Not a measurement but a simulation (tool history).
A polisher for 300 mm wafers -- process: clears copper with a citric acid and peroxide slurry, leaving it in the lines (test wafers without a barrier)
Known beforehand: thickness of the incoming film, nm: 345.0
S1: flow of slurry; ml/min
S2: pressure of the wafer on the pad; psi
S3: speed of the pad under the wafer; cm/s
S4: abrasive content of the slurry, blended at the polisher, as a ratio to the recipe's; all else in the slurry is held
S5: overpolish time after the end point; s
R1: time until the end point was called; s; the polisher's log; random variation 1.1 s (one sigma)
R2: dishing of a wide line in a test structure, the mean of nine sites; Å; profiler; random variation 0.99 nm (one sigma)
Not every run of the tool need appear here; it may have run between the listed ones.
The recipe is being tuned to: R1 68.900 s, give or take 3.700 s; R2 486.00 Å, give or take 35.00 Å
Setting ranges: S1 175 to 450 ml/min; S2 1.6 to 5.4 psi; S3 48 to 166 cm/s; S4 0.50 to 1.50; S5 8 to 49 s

{"run": 1, "day": 0.0, "S1": 290, "S2": 3.5, "S3": 106, "S4": 1.0, "S5": 25, "R1": 140.19, "R2": 396.82}
{"run": 2, "day": 0.35, "S1": 290, "S2": 3.7, "S3": 108, "S4": 1.0, "S5": 24, "R1": 136.5, "R2": 402.53}
{"run": 3, "day": 0.638, "S1": 290, "S2": 3.2, "S3": 108, "S4": 1.0, "S5": 24, "R1": 156.43, "R2": 370.43}
{"run": 4, "day": 0.817, "S1": 290, "S2": 3.4, "S3": 110, "S4": 1.0, "S5": 23, "R1": 140.9, "R2": 372.61}
{"run": 5, "day": 0.858, "S1": 290, "S2": 3.4, "S3": 110, "S4": 1.2, "S5": 23, "R1": 135.27, "R2": 384.86}
{"run": 6, "day": 0.967, "S1": 290, "S2": 3.6, "S3": 112, "S4": 1.2, "S5": 22, "R1": 132.22, "R2": 399.62}
{"run": 7, "day": 1.058, "S1": 290, "S2": 3.8, "S3": 116, "S4": 1.2, "S5": 20, "R1": 119.71, "R2": 388.85}
{"run": 8, "day": 1.1, "S1": 290, "S2": 4.0, "S3": 118, "S4": 1.2, "S5": 19, "R1": 110.22, "R2": 403.41}
{"run": 9, "day": 1.167, "S1": 290, "S2": 4.1, "S3": 120, "S4": 1.2, "S5": 18, "R1": 107.07, "R2": 372.0}
{"run": 10, "day": 1.358, "S1": 290, "S2": 4.2, "S3": 122, "S4": 1.2, "S5": 18, "R1": 102.83, "R2": 412.07}
{"run": 11, "day": 1.717, "S1": 290, "S2": 4.2, "S3": 122, "S4": 1.2, "S5": 18, "R1": 106.33, "R2": 396.99}
{"day": 1.892, "done": "slurry blender recalibrated"}
{"run": 12, "day": 1.892, "S1": 290, "S2": 4.3, "S3": 124, "S4": 1.2, "S5": 18, "R1": 91.02, "R2": 454.49}
{"run": 13, "day": 2.217, "S1": 290, "S2": 5.1, "S3": 126, "S4": 1.2, "S5": 12, "R1": 75.39, "R2": 372.75}
{"run": 14, "day": 2.333, "S1": 290, "S2": 5.2, "S3": 130, "S4": 1.2, "S5": 15, "R1": 73.088, "R2": 480.99}
{"run": 15, "day": 2.433, "S1": 290, "S2": 5.2, "S3": 130, "S4": 1.2, "S5": 15, "R1": 74.143, "R2": 460.5}

Exactly one of the 4 candidate moves below puts every result within its allowed miss. Which one?
{"run": "A", "day": 2.533, "S1": 335, "S2": 5.0, "S3": 118, "S4": 1.3, "S5": 17, "R1": "?", "R2": "?"}
{"run": "B", "day": 2.533, "S1": 345, "S2": 4.4, "S3": 136, "S4": 1.15, "S5": 19, "R1": "?", "R2": "?"}
{"run": "C", "day": 2.533, "S1": 260, "S2": 5.4, "S3": 128, "S4": 1.3, "S5": 12, "R1": "?", "R2": "?"}
{"run": "D", "day": 2.533, "S1": 270, "S2": 4.9, "S3": 152, "S4": 1.1, "S5": 15, "R1": "?", "R2": "?"}

move=A R1=80.711 R2=463.69
move=B R1=84.382 R2=486.50
move=C R1=71.639 R2=382.93
move=D R1=71.524 R2=461.43
A: misses by more than the last run did
B: misses by more than the last run did
C: meets the target for the result that was furthest off, but another lies outside its allowed miss
D: meets every target
D meets every target.
